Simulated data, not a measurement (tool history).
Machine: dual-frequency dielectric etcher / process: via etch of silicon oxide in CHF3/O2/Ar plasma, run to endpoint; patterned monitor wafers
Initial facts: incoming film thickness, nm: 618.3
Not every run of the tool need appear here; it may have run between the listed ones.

| run | hour | source power (kW) | bias power (kW) | endpoint time (s) |
|---|---|---|---|---|
| 1 | 0 | 0.62 | 0.238 | 272.71 |
| 2 | 4.4 | 0.62 | 0.204 | 293.14 |
| 3 | 12 | 0.66 | 0.215 | 275.93 |
| 4 | 17.6 | 0.56 | 0.215 | 300.86 |
| 5 | 18.3 | 0.56 | 0.245 | 286.2 |
| 6 | 19.1 | 0.61 | 0.248 | 269.23 |
|  | 23.1 | source power generator calibrated |
| 7 | 23.1 | 0.64 | 0.25 | 270.19 |
| 8 | 30.2 | 0.68 | 0.257 | 255.49 |
| 9 | 38.6 | 0.71 | 0.259 | 252.02 |

The next listed run, before its measurement:
| 10 | 44.9 | 0.74 | 0.262 | ? |

Run 10 measured endpoint time (s) 243.99.
